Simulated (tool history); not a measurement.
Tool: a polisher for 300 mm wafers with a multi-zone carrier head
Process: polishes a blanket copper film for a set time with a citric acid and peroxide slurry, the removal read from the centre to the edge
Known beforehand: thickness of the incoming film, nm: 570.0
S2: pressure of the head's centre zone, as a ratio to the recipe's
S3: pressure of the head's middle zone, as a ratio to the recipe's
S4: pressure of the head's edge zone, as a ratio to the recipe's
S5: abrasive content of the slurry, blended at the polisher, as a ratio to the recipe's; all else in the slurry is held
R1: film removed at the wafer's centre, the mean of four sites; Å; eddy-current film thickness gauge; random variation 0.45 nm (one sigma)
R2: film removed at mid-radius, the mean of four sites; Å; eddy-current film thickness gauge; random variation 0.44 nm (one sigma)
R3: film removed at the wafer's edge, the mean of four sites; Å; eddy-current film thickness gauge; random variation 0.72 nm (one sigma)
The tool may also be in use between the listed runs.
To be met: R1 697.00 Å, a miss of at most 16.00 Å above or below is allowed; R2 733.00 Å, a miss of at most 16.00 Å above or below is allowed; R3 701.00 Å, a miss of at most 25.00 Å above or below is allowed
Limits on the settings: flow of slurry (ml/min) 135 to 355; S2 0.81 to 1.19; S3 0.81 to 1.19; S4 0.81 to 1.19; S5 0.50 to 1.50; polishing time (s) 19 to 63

{"run": 1, "hour": 0.0, "flow of slurry (ml/min)": 225, "S2": 1.0, "S3": 1.0, "S4": 1.0, "S5": 1.0, "polishing time (s)": 41, "R1": 507.05, "R2": 524.35, "R3": 510.48}
{"run": 2, "hour": 7.6, "flow of slurry (ml/min)": 225, "S2": 1.0, "S3": 1.0, "S4": 1.04, "S5": 1.0, "polishing time (s)": 41, "R1": 508.68, "R2": 526.47, "R3": 523.42}
{"run": 3, "hour": 10.4, "flow of slurry (ml/min)": 225, "S2": 1.0, "S3": 1.0, "S4": 1.01, "S5": 1.0, "polishing time (s)": 41, "R1": 507.84, "R2": 528.42, "R3": 507.49}
{"run": 4, "hour": 18.1, "flow of slurry (ml/min)": 225, "S2": 1.0, "S3": 1.0, "S4": 1.01, "S5": 1.0, "polishing time (s)": 45, "R1": 558.01, "R2": 574.85, "R3": 565.45}
{"run": 5, "hour": 19.6, "flow of slurry (ml/min)": 225, "S2": 1.0, "S3": 1.0, "S4": 1.01, "S5": 1.0, "polishing time (s)": 41, "R1": 512.13, "R2": 517.65, "R3": 512.49}
{"run": 6, "hour": 26.6, "flow of slurry (ml/min)": 225, "S2": 1.0, "S3": 1.0, "S4": 0.98, "S5": 1.0, "polishing time (s)": 41, "R1": 506.11, "R2": 520.35, "R3": 509.03}
{"hour": 35.0, "done": "slurry nozzle cleaned"}
{"run": 7, "hour": 35.0, "flow of slurry (ml/min)": 235, "S2": 1.01, "S3": 1.02, "S4": 1.04, "S5": 1.15, "polishing time (s)": 43, "R1": 563.28, "R2": 592.34, "R3": 571.83}
{"run": 8, "hour": 43.8, "flow of slurry (ml/min)": 250, "S2": 1.03, "S3": 1.03, "S4": 1.09, "S5": 1.25, "polishing time (s)": 43, "R1": 594.22, "R2": 609.06, "R3": 591.33}
{"run": 9, "hour": 50.2, "flow of slurry (ml/min)": 250, "S2": 1.04, "S3": 1.04, "S4": 1.12, "S5": 1.35, "polishing time (s)": 44, "R1": 621.82, "R2": 636.6, "R3": 632.3}
{"run": 10, "hour": 50.8, "flow of slurry (ml/min)": 270, "S2": 1.05, "S3": 1.06, "S4": 1.14, "S5": 1.4, "polishing time (s)": 44, "R1": 637.51, "R2": 659.16, "R3": 645.26}
{"run": 11, "hour": 52.7, "flow of slurry (ml/min)": 275, "S2": 1.06, "S3": 1.08, "S4": 1.15, "S5": 1.45, "polishing time (s)": 45, "R1": 663.61, "R2": 686.46, "R3": 681.48}
{"run": 12, "hour": 55.7, "flow of slurry (ml/min)": 290, "S2": 1.07, "S3": 1.1, "S4": 1.14, "S5": 1.45, "polishing time (s)": 45, "R1": 676.45, "R2": 706.85, "R3": 662.04}
{"run": 13, "hour": 60.6, "flow of slurry (ml/min)": 295, "S2": 1.07, "S3": 1.1, "S4": 1.15, "S5": 1.45, "polishing time (s)": 45, "R1": 681.07, "R2": 700.05, "R3": 673.11}

Exactly one of the 5 candidate moves below puts every result within its allowed miss. Which one?
{"run": "A", "hour": 65.5, "flow of slurry (ml/min)": 340, "S2": 1.08, "S3": 1.13, "S4": 1.07, "S5": 1.5, "polishing time (s)": 45, "R1": "?", "R2": "?", "R3": "?"}
{"run": "B", "hour": 65.5, "flow of slurry (ml/min)": 290, "S2": 0.96, "S3": 0.91, "S4": 1.19, "S5": 1.5, "polishing time (s)": 50, "R1": "?", "R2": "?", "R3": "?"}
{"run": "C", "hour": 65.5, "flow of slurry (ml/min)": 260, "S2": 1.1, "S3": 1.1, "S4": 1.03, "S5": 1.5, "polishing time (s)": 45, "R1": "?", "R2": "?", "R3": "?"}
{"run": "D", "hour": 65.5, "flow of slurry (ml/min)": 285, "S2": 1.06, "S3": 1.1, "S4": 1.17, "S5": 1.3, "polishing time (s)": 48, "R1": "?", "R2": "?", "R3": "?"}
{"run": "E", "hour": 65.5, "flow of slurry (ml/min)": 285, "S2": 1.06, "S3": 1.13, "S4": 1.12, "S5": 1.45, "polishing time (s)": 44, "R1": "?", "R2": "?", "R3": "?"}

move=A R1=697.27 R2=733.20 R3=658.62
move=B R1=675.73 R2=668.53 R3=764.52
move=C R1=689.43 R2=697.48 R3=634.02
move=D R1=698.36 R2=732.60 R3=706.67
move=E R1=652.79 R2=700.69 R3=646.03
A: meets the target for the result that was furthest off, but another lies outside its allowed miss
B: moves away from the targets compared with the last run
C: moves away from the targets compared with the last run
D: hits every target within its allowed miss
E: moves away from the targets compared with the last run
Answer: D

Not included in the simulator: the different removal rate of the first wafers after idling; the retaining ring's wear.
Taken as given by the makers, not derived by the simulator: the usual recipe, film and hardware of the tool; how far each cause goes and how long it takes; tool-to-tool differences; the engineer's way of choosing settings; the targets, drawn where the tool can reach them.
